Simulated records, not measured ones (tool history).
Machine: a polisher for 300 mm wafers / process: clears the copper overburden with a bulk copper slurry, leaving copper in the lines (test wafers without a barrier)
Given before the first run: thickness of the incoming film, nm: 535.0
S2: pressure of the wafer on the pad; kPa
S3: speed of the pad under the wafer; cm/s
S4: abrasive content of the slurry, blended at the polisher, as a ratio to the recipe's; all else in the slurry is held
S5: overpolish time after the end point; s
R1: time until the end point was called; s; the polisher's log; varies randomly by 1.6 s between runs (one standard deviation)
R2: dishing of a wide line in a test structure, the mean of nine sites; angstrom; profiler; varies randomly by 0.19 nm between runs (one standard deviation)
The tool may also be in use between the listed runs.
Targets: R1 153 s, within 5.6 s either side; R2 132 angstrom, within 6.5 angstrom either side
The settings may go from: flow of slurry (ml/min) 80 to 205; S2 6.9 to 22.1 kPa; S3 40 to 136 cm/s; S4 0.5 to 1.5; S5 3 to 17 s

{"run": 1, "day": 0.0, "flow of slurry (ml/min)": 135, "S2": 14.5, "S3": 88, "S4": 1, "S5": 9, "R1": 92.687, "R2": 134.83}
{"run": 2, "day": 0.088, "flow of slurry (ml/min)": 135, "S2": 14.5, "S3": 88, "S4": 1, "S5": 6, "R1": 91.526, "R2": 121.39}
{"run": 3, "day": 0.25, "flow of slurry (ml/min)": 135, "S2": 14.5, "S3": 88, "S4": 1, "S5": 4, "R1": 92.006, "R2": 101.54}
{"run": 4, "day": 0.325, "flow of slurry (ml/min)": 130, "S2": 13.1, "S3": 88, "S4": 1, "S5": 5, "R1": 101.61, "R2": 109.17}
{"run": 5, "day": 0.454, "flow of slurry (ml/min)": 130, "S2": 13.1, "S3": 88, "S4": 1.2, "S5": 5, "R1": 99.797, "R2": 110.11}
{"run": 6, "day": 0.788, "flow of slurry (ml/min)": 130, "S2": 13.1, "S3": 88, "S4": 1.05, "S5": 5, "R1": 102, "R2": 108.77}
{"run": 7, "day": 1.112, "flow of slurry (ml/min)": 130, "S2": 11.7, "S3": 88, "S4": 1.05, "S5": 6, "R1": 113.36, "R2": 113.16}
{"run": 8, "day": 1.283, "flow of slurry (ml/min)": 130, "S2": 11, "S3": 88, "S4": 1.05, "S5": 7, "R1": 121.29, "R2": 114.2}
{"run": 9, "day": 1.346, "flow of slurry (ml/min)": 130, "S2": 10.3, "S3": 88, "S4": 1.05, "S5": 8, "R1": 129.34, "R2": 118.61}
{"run": 10, "day": 1.646, "flow of slurry (ml/min)": 130, "S2": 9.7, "S3": 88, "S4": 1.05, "S5": 9, "R1": 138.03, "R2": 123.35}
{"run": 11, "day": 1.925, "flow of slurry (ml/min)": 115, "S2": 8.3, "S3": 88, "S4": 1.05, "S5": 12, "R1": 163.71, "R2": 122.98}
{"run": 12, "day": 2.104, "flow of slurry (ml/min)": 120, "S2": 8.3, "S3": 88, "S4": 1.05, "S5": 12, "R1": 163.01, "R2": 124.53}
{"run": 13, "day": 2.208, "flow of slurry (ml/min)": 125, "S2": 8.3, "S3": 88, "S4": 1.05, "S5": 12, "R1": 162.06, "R2": 122.44}
{"run": 14, "day": 2.571, "flow of slurry (ml/min)": 130, "S2": 8.3, "S3": 88, "S4": 1.05, "S5": 13, "R1": 156.45, "R2": 130.38}

Pick the move, out of 4, that brings all results within their allowed miss; only one does.
{"run": "A", "day": 2.933, "flow of slurry (ml/min)": 135, "S2": 6.9, "S3": 106, "S4": 1.3, "S5": 12, "R1": "?", "R2": "?"}
{"run": "B", "day": 2.933, "flow of slurry (ml/min)": 90, "S2": 13.8, "S3": 48, "S4": 1, "S5": 9, "R1": "?", "R2": "?"}
{"run": "C", "day": 2.933, "flow of slurry (ml/min)": 120, "S2": 8.3, "S3": 92, "S4": 1.1, "S5": 11, "R1": "?", "R2": "?"}
{"run": "D", "day": 2.933, "flow of slurry (ml/min)": 170, "S2": 8.3, "S3": 86, "S4": 1.15, "S5": 15, "R1": "?", "R2": "?"}

move=A R1=160.34 R2=122.43
move=B R1=148.12 R2=118.97
move=C R1=155.56 R2=121.98
move=D R1=150.17 R2=131.25
A: further off than the last run
B: brings the result that was furthest off to its target, and leaves another outside
C: brings the result that was furthest off to its target, and leaves another outside
D: meets every target
Answer: D
